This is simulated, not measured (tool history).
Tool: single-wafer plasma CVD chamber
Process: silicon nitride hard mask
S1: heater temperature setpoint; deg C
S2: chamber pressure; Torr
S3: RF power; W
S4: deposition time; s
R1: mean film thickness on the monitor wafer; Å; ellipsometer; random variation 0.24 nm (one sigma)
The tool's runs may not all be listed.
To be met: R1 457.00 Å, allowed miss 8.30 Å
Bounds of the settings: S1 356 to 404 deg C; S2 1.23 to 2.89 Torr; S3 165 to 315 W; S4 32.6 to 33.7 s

run    day   S1    S2   S3    S4      R1
  1  0.000  380  2.06  240  32.6  364.14
  2  0.242  380  2.22  240  32.6  376.49
  3  0.383  380  2.22  220  32.6  354.26
  4  0.429  380  2.30  225  32.6  362.32
  5  0.679  380  2.10  225  32.6  352.55
  6  1.021  376  2.10  225  32.6  354.11
     1.050  -- thermocouple changed; heater temperature recalibrated
  7  1.050  376  2.19  230  32.6  363.71
  8  1.121  376  2.27  235  32.6  372.00
  9  1.475  376  2.68  275  33.0  438.93
 10  1.825  376  2.70  275  33.0  440.29
 11  2.112  376  2.72  275  33.0  441.76
 12  2.238  376  2.74  275  33.0  444.50

4 next moves are on the table. One of them brings every result within its allowed miss. Which?
  A  2.362  370  2.78  300  33.3   ?
  B  2.362  375  2.69  300  33.5   ?
  C  2.362  378  2.66  280  33.7   ?
  D  2.362  379  2.85  275  32.6   ?

move      R1
   A  478.23
   B  476.40
   C  455.41
   D  442.37
A: takes the result that was furthest off past its target
B: takes the result that was furthest off past its target
C: meets every target
D: further off than the last run
The right move is C.
